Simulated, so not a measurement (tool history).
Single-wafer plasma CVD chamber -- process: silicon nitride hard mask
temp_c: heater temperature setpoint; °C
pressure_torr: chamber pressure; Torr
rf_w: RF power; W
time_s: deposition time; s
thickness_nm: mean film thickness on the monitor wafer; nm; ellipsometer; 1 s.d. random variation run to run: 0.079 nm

run,hour,temp_c,pressure_torr,rf_w,time_s,thickness_nm
1,0,385,2.06,360,17.4,23.05
2,6.5,385,1.86,350,17.4,22.061
3,7.9,385,1.86,395,17.4,23.169
4,10.2,380,1.86,395,17.4,23.345
5,11.8,380,1.86,395,17.4,23.284
6,16.2,380,1.7,380,17.3,22.047

Expected results for the next run?
7,18.1,380,1.57,375,17.3,?

{"run 7": {"thickness_nm": 21.434}}
